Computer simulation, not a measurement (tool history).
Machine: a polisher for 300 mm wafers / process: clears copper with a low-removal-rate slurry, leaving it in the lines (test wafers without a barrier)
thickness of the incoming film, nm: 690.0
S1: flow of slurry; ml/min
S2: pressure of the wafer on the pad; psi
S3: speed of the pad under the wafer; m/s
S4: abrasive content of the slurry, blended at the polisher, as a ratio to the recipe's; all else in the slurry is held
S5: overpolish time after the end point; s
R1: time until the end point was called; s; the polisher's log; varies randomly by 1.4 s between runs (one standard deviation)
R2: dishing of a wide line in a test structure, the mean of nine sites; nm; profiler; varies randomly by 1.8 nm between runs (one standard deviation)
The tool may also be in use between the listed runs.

Run 1, hour 0: S1 145 ml/min, S2 3.5 psi, S3 1.22 m/s, S4 1, S5 29 s. Result: R1 116.84 s, R2 77.246 nm.
Run 2, hour 6.7: S1 145 ml/min, S2 3.5 psi, S3 1.22 m/s, S4 1, S5 22 s. Result: R1 118.06 s, R2 66.696 nm.
Run 3, hour 8.2: S1 145 ml/min, S2 3.5 psi, S3 1.22 m/s, S4 1, S5 12 s. Result: R1 117.32 s, R2 39.331 nm.
Run 4, hour 12.3: S1 145 ml/min, S2 3.5 psi, S3 1.22 m/s, S4 1, S5 9 s. Result: R1 118.86 s, R2 29.84 nm.
Run 5, hour 14.4: S1 140 ml/min, S2 3.4 psi, S3 1.22 m/s, S4 1, S5 12 s. Result: R1 122.9 s, R2 38.86 nm.
Run 6, hour 17.5: S1 140 ml/min, S2 3.4 psi, S3 1.22 m/s, S4 0.9, S5 12 s. Result: R1 124.25 s, R2 37.85 nm.
Run 7, hour 18.1: S1 135 ml/min, S2 3.3 psi, S3 1.22 m/s, S4 0.9, S5 15 s. Result: R1 130.97 s, R2 45.019 nm.
Run 8, hour 19.9: S1 130 ml/min, S2 3.3 psi, S3 1.22 m/s, S4 0.85, S5 17 s. Result: R1 131.38 s, R2 47.995 nm.
Run 9, hour 28.7: S1 125 ml/min, S2 3.3 psi, S3 1.22 m/s, S4 0.85, S5 19 s. Result: R1 131.9 s, R2 53.722 nm.

What will run 10 give?
Run 10, hour 37.5: S1 120 ml/min, S2 3.3 psi, S3 1.22 m/s, S4 0.85, S5 21 s. Result: R1 ?, R2 ?.

For run 10 the tool returned R1 134.31 s, R2 58.232 nm.
